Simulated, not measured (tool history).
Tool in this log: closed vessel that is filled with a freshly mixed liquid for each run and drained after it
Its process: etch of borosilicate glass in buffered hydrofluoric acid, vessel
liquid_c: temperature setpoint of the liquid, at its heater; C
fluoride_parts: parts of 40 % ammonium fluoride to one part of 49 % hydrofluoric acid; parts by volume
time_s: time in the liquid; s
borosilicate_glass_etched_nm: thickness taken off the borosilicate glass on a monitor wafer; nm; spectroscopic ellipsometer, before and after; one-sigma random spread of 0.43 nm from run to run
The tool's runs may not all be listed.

run 1 hour=0 | liquid_c=23 fluoride_parts=16.5 time_s=85 | borosilicate_glass_etched_nm=60.003
run 2 hour=3.4 | liquid_c=23.5 fluoride_parts=16.5 time_s=85 | borosilicate_glass_etched_nm=62.184
run 3 hour=9.5 | liquid_c=23.5 fluoride_parts=19.5 time_s=85 | borosilicate_glass_etched_nm=52.066
run 4 hour=13.7 | liquid_c=23.5 fluoride_parts=19.5 time_s=85 | borosilicate_glass_etched_nm=52.141
run 5 hour=19.6 | liquid_c=23.5 fluoride_parts=17.5 time_s=85 | borosilicate_glass_etched_nm=58.43
run 6 hour=25.8 | liquid_c=24.5 fluoride_parts=17.5 time_s=85 | borosilicate_glass_etched_nm=61.108
run 7 hour=27 | liquid_c=25 fluoride_parts=17.5 time_s=85 | borosilicate_glass_etched_nm=63.484
run 8 hour=36 | liquid_c=25.5 fluoride_parts=17.5 time_s=85 | borosilicate_glass_etched_nm=64.788
run 9 hour=41.6 | liquid_c=26 fluoride_parts=17.5 time_s=85 | borosilicate_glass_etched_nm=66.876
run 10 hour=48 | liquid_c=26.5 fluoride_parts=17.5 time_s=85 | borosilicate_glass_etched_nm=68.577
run 11 hour=53.9 | liquid_c=27 fluoride_parts=17.5 time_s=85 | borosilicate_glass_etched_nm=70.58
run 12 hour=63 | liquid_c=27.5 fluoride_parts=17.5 time_s=85 | borosilicate_glass_etched_nm=72.235
run 13 hour=64.2 | liquid_c=28 fluoride_parts=17.5 time_s=85 | borosilicate_glass_etched_nm=74.629
run 14 hour=70 | liquid_c=28.5 fluoride_parts=17.5 time_s=85 | borosilicate_glass_etched_nm=76.185

What does the tool deliver on the next run?
run 15 hour=72.6 | liquid_c=29.5 fluoride_parts=17.5 time_s=85 | borosilicate_glass_etched_nm=?

borosilicate_glass_etched_nm: 79.584 nm
